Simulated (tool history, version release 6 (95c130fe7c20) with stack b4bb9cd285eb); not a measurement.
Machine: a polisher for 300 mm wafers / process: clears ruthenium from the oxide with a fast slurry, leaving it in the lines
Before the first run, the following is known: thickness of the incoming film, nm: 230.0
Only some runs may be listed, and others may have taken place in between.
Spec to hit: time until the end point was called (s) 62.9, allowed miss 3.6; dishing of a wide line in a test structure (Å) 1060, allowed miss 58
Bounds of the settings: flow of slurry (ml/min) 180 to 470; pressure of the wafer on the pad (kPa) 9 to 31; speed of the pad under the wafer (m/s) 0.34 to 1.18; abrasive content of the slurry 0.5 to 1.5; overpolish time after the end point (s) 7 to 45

| run | day | flow of slurry (ml/min) | pressure of the wafer on the pad (kPa) | speed of the pad under the wafer (m/s) | abrasive content of the slurry | overpolish time after the end point (s) | time until the end point was called (s) | dishing of a wide line in a test structure (Å) |
|---|---|---|---|---|---|---|---|---|
| 1 | 0 | 300 | 20 | 0.76 | 1 | 23 | 67.756 | 799.31 |
| 2 | 0.054 | 300 | 20 | 0.76 | 1 | 28 | 68.957 | 921.53 |
| 3 | 0.358 | 300 | 20 | 0.76 | 0.85 | 28 | 76.103 | 888.99 |
| 4 | 0.533 | 300 | 20 | 0.76 | 0.85 | 22 | 74.186 | 724.67 |
| 5 | 0.712 | 300 | 20 | 0.62 | 0.85 | 22 | 86.267 | 648.74 |
| 6 | 1 | 250 | 20 | 0.62 | 0.85 | 22 | 89.191 | 628.08 |
| 7 | 1.158 | 250 | 21.4 | 0.62 | 0.85 | 23 | 84.521 | 690.28 |
| 8 | 1.383 | 250 | 22.8 | 0.62 | 0.85 | 24 | 80.356 | 760.56 |
| 9 | 1.467 | 250 | 22.8 | 0.62 | 0.85 | 24 | 82.548 | 742.43 |
| 10 | 1.688 | 255 | 24.1 | 0.62 | 0.85 | 24 | 73.677 | 789.64 |
| 11 | 1.783 | 260 | 24.8 | 0.62 | 0.85 | 25 | 73.463 | 844.57 |

Of the 5 settings listed for the next run, only one would bring every result within its allowed miss of target. Which one?
| A | 1.879 | 310 | 24.1 | 0.6 | 0.9 | 39 | ? | ? |
| B | 1.879 | 260 | 22.8 | 0.64 | 0.9 | 35 | ? | ? |
| C | 1.879 | 245 | 29 | 0.7 | 0.85 | 22 | ? | ? |
| D | 1.879 | 265 | 23.4 | 0.56 | 0.75 | 24 | ? | ? |
| E | 1.879 | 285 | 25.5 | 0.72 | 0.85 | 29 | ? | ? |

| move | time until the end point was called (s) | dishing of a wide line in a test structure (Å) |
|---|---|---|
| A | 73.171 | 1171 |
| B | 75.205 | 1064.6 |
| C | 57.678 | 918.26 |
| D | 89.365 | 693.63 |
| E | 62.785 | 1058.8 |
A: carries the result that was furthest off beyond its target, to the other side
B: corrects the largest miss of the last run, while another result sits out of spec
C: an improvement on the last run, though not all results are within tolerance
D: lands further from the targets than the last run did
E: all results land within tolerance of their targets
So the answer is move E, the one that meets all the targets.
